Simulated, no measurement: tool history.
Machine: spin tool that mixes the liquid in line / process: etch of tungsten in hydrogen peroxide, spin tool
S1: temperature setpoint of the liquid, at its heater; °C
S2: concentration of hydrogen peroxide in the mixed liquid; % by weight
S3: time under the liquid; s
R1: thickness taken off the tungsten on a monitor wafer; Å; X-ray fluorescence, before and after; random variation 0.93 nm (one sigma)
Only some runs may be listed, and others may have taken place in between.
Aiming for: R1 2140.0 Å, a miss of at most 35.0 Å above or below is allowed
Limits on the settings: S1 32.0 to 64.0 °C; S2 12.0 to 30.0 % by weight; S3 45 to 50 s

Run 1, hour 0.0: S1 48.0 °C, S2 21.0 % by weight, S3 45 s. Result: R1 1073.4 Å.
Run 2, hour 4.8: S1 50.0 °C, S2 21.0 % by weight, S3 45 s. Result: R1 1205.2 Å.
Run 3, hour 9.5: S1 51.5 °C, S2 21.0 % by weight, S3 45 s. Result: R1 1319.9 Å.
Run 4, hour 10.9: S1 53.0 °C, S2 21.0 % by weight, S3 45 s. Result: R1 1440.9 Å.
Run 5, hour 16.5: S1 53.0 °C, S2 21.0 % by weight, S3 50 s. Result: R1 1612.5 Å.
Run 6, hour 24.9: S1 53.0 °C, S2 21.0 % by weight, S3 50 s. Result: R1 1616.8 Å.
Run 7, hour 29.0: S1 54.0 °C, S2 21.0 % by weight, S3 50 s. Result: R1 1712.9 Å.
Run 8, hour 30.2: S1 54.5 °C, S2 21.0 % by weight, S3 50 s. Result: R1 1753.5 Å.
Run 9, hour 36.5: S1 55.0 °C, S2 21.0 % by weight, S3 50 s. Result: R1 1817.4 Å.
Run 10, hour 39.2: S1 55.5 °C, S2 21.0 % by weight, S3 50 s. Result: R1 1872.5 Å.
Run 11, hour 45.4: S1 56.0 °C, S2 21.0 % by weight, S3 50 s. Result: R1 1922.3 Å.
Run 12, hour 51.8: S1 56.5 °C, S2 21.0 % by weight, S3 50 s. Result: R1 1985.4 Å.
Run 13, hour 54.2: S1 57.5 °C, S2 21.0 % by weight, S3 50 s. Result: R1 2106.1 Å.

Exactly one of the 5 candidate moves below puts every result within its allowed miss. Which one?
Run A, hour 56.6: S1 57.0 °C, S2 20.0 % by weight, S3 50 s. Result: R1 ?.
Run B, hour 56.6: S1 58.5 °C, S2 17.5 % by weight, S3 50 s. Result: R1 ?.
Run C, hour 56.6: S1 58.5 °C, S2 18.0 % by weight, S3 50 s. Result: R1 ?.
Run D, hour 56.6: S1 58.5 °C, S2 24.0 % by weight, S3 45 s. Result: R1 ?.
Run E, hour 56.6: S1 57.5 °C, S2 20.0 % by weight, S3 50 s. Result: R1 ?.

move      R1
   A  1995.5
   B  2037.2
   C  2066.1
   D  2147.1
   E  2054.7
A: moves away from the targets compared with the last run
B: moves away from the targets compared with the last run
C: moves away from the targets compared with the last run
D: in spec on every target
E: moves away from the targets compared with the last run
Answer: D

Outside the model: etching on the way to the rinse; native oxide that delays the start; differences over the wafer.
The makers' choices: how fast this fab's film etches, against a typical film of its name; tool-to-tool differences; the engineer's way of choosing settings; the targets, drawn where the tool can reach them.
